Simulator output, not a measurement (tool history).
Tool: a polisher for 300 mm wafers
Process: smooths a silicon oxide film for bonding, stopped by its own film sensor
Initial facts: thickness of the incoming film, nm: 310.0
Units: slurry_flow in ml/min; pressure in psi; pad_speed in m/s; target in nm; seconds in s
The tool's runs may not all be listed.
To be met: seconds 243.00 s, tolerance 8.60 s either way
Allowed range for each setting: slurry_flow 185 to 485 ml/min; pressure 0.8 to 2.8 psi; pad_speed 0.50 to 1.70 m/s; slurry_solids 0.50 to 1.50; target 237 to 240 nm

Run 1, hour 0.0: slurry_flow 310 ml/min, pressure 1.8 psi, pad_speed 1.10 m/s, slurry_solids 1.00, target 240 nm. Result: seconds 114.89 s.
Run 2, hour 7.4: slurry_flow 310 ml/min, pressure 1.8 psi, pad_speed 1.10 m/s, slurry_solids 1.00, target 240 nm. Result: seconds 117.92 s.
Run 3, hour 11.0: slurry_flow 310 ml/min, pressure 1.5 psi, pad_speed 1.02 m/s, slurry_solids 1.00, target 240 nm. Result: seconds 145.30 s.
Run 4, hour 12.8: slurry_flow 310 ml/min, pressure 1.5 psi, pad_speed 0.92 m/s, slurry_solids 1.00, target 240 nm. Result: seconds 158.75 s.
Run 5, hour 21.6: slurry_flow 310 ml/min, pressure 1.5 psi, pad_speed 0.92 m/s, slurry_solids 1.15, target 240 nm. Result: seconds 145.82 s.
Run 6, hour 27.2: slurry_flow 310 ml/min, pressure 1.7 psi, pad_speed 0.92 m/s, slurry_solids 1.15, target 240 nm. Result: seconds 130.38 s.
Run 7, hour 29.9: slurry_flow 310 ml/min, pressure 1.4 psi, pad_speed 0.86 m/s, slurry_solids 1.15, target 240 nm. Result: seconds 163.66 s.
Run 8, hour 34.4: slurry_flow 310 ml/min, pressure 1.2 psi, pad_speed 0.84 m/s, slurry_solids 1.15, target 240 nm. Result: seconds 192.31 s.
Run 9, hour 37.5: slurry_flow 310 ml/min, pressure 1.2 psi, pad_speed 0.84 m/s, slurry_solids 1.15, target 240 nm. Result: seconds 193.75 s.
Run 10, hour 43.5: slurry_flow 310 ml/min, pressure 1.2 psi, pad_speed 0.84 m/s, slurry_solids 1.15, target 240 nm. Result: seconds 192.50 s.
Run 11, hour 45.5: slurry_flow 310 ml/min, pressure 1.1 psi, pad_speed 0.84 m/s, slurry_solids 1.15, target 240 nm. Result: seconds 213.26 s.
At hour 48.1: worn pad replaced by a new one.
Run 12, hour 48.1: slurry_flow 310 ml/min, pressure 1.0 psi, pad_speed 0.84 m/s, slurry_solids 1.15, target 240 nm. Result: seconds 211.64 s.

Exactly one of the 4 candidate moves below puts every result within its allowed miss. Which one?
Run A, hour 50.7: slurry_flow 285 ml/min, pressure 1.0 psi, pad_speed 0.98 m/s, slurry_solids 1.10, target 239 nm. Result: seconds ?.
Run B, hour 50.7: slurry_flow 330 ml/min, pressure 1.0 psi, pad_speed 0.66 m/s, slurry_solids 1.45, target 237 nm. Result: seconds ?.
Run C, hour 50.7: slurry_flow 325 ml/min, pressure 1.2 psi, pad_speed 0.54 m/s, slurry_solids 1.15, target 237 nm. Result: seconds ?.
Run D, hour 50.7: slurry_flow 320 ml/min, pressure 1.0 psi, pad_speed 0.96 m/s, slurry_solids 1.15, target 238 nm. Result: seconds ?.

move  seconds
   A   202.93
   B   245.06
   C   271.80
   D   201.52
A: moves away from the targets compared with the last run
B: all results in spec
C: pushes the last run's worst result past its target
D: moves away from the targets compared with the last run
So the answer is move B, the one that meets all the targets.

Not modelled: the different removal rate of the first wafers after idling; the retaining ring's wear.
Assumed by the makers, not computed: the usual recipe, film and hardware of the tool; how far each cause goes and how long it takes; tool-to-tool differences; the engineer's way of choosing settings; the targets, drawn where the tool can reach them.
